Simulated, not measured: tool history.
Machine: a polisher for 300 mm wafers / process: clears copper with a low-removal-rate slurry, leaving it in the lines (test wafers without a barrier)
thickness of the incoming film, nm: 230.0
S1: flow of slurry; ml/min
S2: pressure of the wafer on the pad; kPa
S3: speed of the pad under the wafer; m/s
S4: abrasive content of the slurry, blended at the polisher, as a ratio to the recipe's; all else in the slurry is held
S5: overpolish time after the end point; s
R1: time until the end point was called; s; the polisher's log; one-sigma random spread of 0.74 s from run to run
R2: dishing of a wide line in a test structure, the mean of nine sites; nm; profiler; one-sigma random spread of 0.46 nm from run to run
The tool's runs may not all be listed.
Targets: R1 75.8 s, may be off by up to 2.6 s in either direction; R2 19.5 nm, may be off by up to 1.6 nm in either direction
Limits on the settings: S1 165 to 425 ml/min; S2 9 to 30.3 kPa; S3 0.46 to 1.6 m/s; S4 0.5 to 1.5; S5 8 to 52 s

run    day   S1    S2    S3    S4  S5      R1      R2
  1      0  275  19.3  1.02     1  26  74.831   32.88
  2  0.292  275  15.2  1.02     1  26  94.288  28.871
  3  0.625  275  16.5  1.02     1  20  85.058  24.503
  4  0.871  275  16.5  1.02     1  15  86.053  20.778
  5  1.246  275  17.2  1.02     1  14   82.68  20.391
     1.362  -- head pressure recalibrated
  6  1.362  275  17.2  1.02   1.1  14   72.13  23.379
  7  1.454  285  16.5  1.02  1.05   8  75.626   14.31
  8  1.562  285  16.5  1.02  1.05   8  76.101  13.556
  9  1.867  265  17.2  1.02  1.05   9  72.579  15.959
 10  2.038  265  17.2  1.02  1.05  10  72.241  17.456

Exactly one of the 5 candidate moves below puts every result within its allowed miss. Which one?
  A  2.208  205    20   0.9   1.2  11   ?   ?
  B  2.208  320  16.5  0.96  1.35  12   ?   ?
  C  2.208  255  18.6  1.02  1.05  11   ?   ?
  D  2.208  295  18.6   0.9  1.05  10   ?   ?
  E  2.208  230  17.2  1.08   1.1  11   ?   ?

move      R1      R2
   A  72.045  18.649
   B  76.666  18.921
   C    68.7  19.334
   D  76.652  16.369
   E  70.068   18.99
A: its largest miss is bigger than the last run's
B: every result lands within tolerance
C: its largest miss is bigger than the last run's
D: corrects the largest miss of the last run, while another result sits out of spec
E: its largest miss is bigger than the last run's
The move that meets every target is B.

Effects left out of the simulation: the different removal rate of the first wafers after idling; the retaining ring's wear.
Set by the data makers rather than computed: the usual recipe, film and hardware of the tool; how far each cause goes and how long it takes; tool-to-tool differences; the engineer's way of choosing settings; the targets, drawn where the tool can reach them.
